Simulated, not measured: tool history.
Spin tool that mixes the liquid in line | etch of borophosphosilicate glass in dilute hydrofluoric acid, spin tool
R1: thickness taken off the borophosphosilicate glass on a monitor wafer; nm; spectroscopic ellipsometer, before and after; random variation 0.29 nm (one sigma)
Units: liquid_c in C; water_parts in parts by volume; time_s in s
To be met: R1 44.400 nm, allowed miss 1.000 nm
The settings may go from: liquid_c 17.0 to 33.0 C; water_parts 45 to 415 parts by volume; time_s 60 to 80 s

{"run": 1, "day": 0.0, "liquid_c": 25.0, "water_parts": 230, "time_s": 80, "R1": 12.546}
{"run": 2, "day": 0.346, "liquid_c": 26.0, "water_parts": 210, "time_s": 80, "R1": 14.736}
{"run": 3, "day": 0.717, "liquid_c": 27.0, "water_parts": 195, "time_s": 80, "R1": 16.5}
{"run": 4, "day": 0.883, "liquid_c": 27.5, "water_parts": 180, "time_s": 80, "R1": 18.602}
{"run": 5, "day": 1.262, "liquid_c": 28.0, "water_parts": 165, "time_s": 80, "R1": 21.027}
{"run": 6, "day": 1.4, "liquid_c": 28.5, "water_parts": 155, "time_s": 80, "R1": 23.095}
{"run": 7, "day": 1.758, "liquid_c": 29.0, "water_parts": 145, "time_s": 80, "R1": 25.372}
{"run": 8, "day": 2.117, "liquid_c": 29.5, "water_parts": 140, "time_s": 80, "R1": 26.991}
{"run": 9, "day": 2.367, "liquid_c": 30.0, "water_parts": 135, "time_s": 80, "R1": 28.591}
{"run": 10, "day": 2.412, "liquid_c": 30.5, "water_parts": 130, "time_s": 80, "R1": 30.259}
{"run": 11, "day": 2.612, "liquid_c": 33.0, "water_parts": 65, "time_s": 80, "R1": 73.851}
{"run": 12, "day": 2.838, "liquid_c": 32.5, "water_parts": 65, "time_s": 80, "R1": 71.674}
{"run": 13, "day": 3.012, "liquid_c": 31.5, "water_parts": 65, "time_s": 80, "R1": 70.293}
{"run": 14, "day": 3.067, "liquid_c": 30.0, "water_parts": 65, "time_s": 80, "R1": 66.403}
{"run": 15, "day": 3.158, "liquid_c": 29.0, "water_parts": 70, "time_s": 80, "R1": 59.271}
{"run": 16, "day": 3.304, "liquid_c": 29.0, "water_parts": 70, "time_s": 80, "R1": 58.183}
{"run": 17, "day": 3.488, "liquid_c": 28.0, "water_parts": 70, "time_s": 80, "R1": 55.919}

5 next moves are on the table. One of them brings every result within its allowed miss. Which?
{"run": "A", "day": 3.671, "liquid_c": 32.5, "water_parts": 90, "time_s": 75, "R1": "?"}
{"run": "B", "day": 3.671, "liquid_c": 29.0, "water_parts": 45, "time_s": 60, "R1": "?"}
{"run": "C", "day": 3.671, "liquid_c": 29.0, "water_parts": 85, "time_s": 75, "R1": "?"}
{"run": "D", "day": 3.671, "liquid_c": 32.5, "water_parts": 95, "time_s": 70, "R1": "?"}
{"run": "E", "day": 3.671, "liquid_c": 32.5, "water_parts": 85, "time_s": 70, "R1": "?"}

move=A R1=47.168
move=B R1=70.657
move=C R1=44.099
move=D R1=41.392
move=E R1=46.971
A: nearer than the last run, and not there yet
B: further off than the last run
C: meets every target
D: takes the result that was furthest off past its target
E: nearer than the last run, and not there yet
Move C is the one to make.

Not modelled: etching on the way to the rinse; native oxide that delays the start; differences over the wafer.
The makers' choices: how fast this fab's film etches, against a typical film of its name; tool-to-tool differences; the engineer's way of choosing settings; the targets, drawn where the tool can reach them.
